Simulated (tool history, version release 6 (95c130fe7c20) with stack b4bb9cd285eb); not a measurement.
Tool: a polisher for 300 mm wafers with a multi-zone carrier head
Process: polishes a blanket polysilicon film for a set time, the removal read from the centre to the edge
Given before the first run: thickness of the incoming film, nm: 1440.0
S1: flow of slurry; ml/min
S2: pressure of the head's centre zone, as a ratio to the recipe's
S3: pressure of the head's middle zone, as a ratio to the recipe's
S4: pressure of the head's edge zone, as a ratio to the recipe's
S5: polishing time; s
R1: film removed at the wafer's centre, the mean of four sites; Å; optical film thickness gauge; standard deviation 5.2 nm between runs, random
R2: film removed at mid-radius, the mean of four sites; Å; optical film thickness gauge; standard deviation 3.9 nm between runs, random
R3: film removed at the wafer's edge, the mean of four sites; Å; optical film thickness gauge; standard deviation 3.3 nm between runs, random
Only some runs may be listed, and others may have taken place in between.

| run | hour | S1 | S2 | S3 | S4 | S5 | R1 | R2 | R3 |
|---|---|---|---|---|---|---|---|---|---|
| 1 | 0.0 | 155 | 1.00 | 1.00 | 1.00 | 34 | 2422.8 | 2481.5 | 2377.4 |
| 2 | 1.4 | 165 | 1.03 | 0.99 | 1.03 | 36 | 2645.8 | 2641.6 | 2575.2 |
| 3 | 4.5 | 170 | 1.06 | 0.97 | 1.05 | 38 | 2914.6 | 2767.0 | 2782.7 |
| 4 | 6.6 | 170 | 1.06 | 0.97 | 0.99 | 38 | 2885.0 | 2693.7 | 2695.5 |
| 5 | 8.6 | 170 | 1.06 | 0.97 | 0.99 | 44 | 3392.1 | 3140.6 | 3121.3 |
| 6 | 17.4 | 175 | 1.08 | 0.96 | 1.01 | 44 | 3413.2 | 3170.2 | 3225.6 |

Run 7 is up next; what results do you expect?
| 7 | 23.9 | 180 | 1.10 | 0.95 | 1.01 | 44 | ? | ? | ? |

Run 7 came out at R1 3509.5 Å, R2 3058.8 Å, R3 3194.3 Å.
